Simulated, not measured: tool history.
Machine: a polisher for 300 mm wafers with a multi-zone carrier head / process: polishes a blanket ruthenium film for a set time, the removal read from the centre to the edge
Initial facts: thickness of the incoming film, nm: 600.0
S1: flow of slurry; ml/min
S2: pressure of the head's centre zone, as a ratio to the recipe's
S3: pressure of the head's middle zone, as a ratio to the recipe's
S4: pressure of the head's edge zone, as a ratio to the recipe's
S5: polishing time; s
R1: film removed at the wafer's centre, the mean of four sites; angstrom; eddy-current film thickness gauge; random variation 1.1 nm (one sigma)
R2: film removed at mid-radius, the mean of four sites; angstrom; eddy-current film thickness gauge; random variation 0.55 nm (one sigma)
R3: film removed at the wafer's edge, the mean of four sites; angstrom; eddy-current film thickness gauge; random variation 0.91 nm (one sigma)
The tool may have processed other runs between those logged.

run 1 hour=0.0 | S1=155 S2=1.00 S3=1.00 S4=1.00 S5=66 | R1=868.19 R2=968.04 R3=958.57
run 2 hour=3.0 | S1=145 S2=1.04 S3=0.94 S4=0.97 S5=62 | R1=842.75 R2=854.52 R3=878.73
run 3 hour=6.1 | S1=135 S2=1.07 S3=0.90 S4=0.95 S5=59 | R1=808.85 R2=780.45 R3=826.51
run 4 hour=14.1 | S1=135 S2=1.07 S3=0.90 S4=0.95 S5=52 | R1=710.76 R2=690.40 R3=725.77
run 5 hour=16.1 | S1=135 S2=1.07 S3=0.90 S4=0.90 S5=52 | R1=716.45 R2=683.42 R3=723.43
-- hour=24.0 centre zone pressure recalibrated
run 6 hour=24.0 | S1=135 S2=1.01 S3=0.90 S4=0.90 S5=52 | R1=738.70 R2=685.30 R3=694.92

Run 7, settings as shown, results not yet in. Your forecast:
run 7 hour=26.3 | S1=135 S2=1.04 S3=0.87 S4=0.88 S5=53 | R1=? R2=? R3=?

{"run 7": {"R1": 781.53, "R2": 685.84, "R3": 724.89}}

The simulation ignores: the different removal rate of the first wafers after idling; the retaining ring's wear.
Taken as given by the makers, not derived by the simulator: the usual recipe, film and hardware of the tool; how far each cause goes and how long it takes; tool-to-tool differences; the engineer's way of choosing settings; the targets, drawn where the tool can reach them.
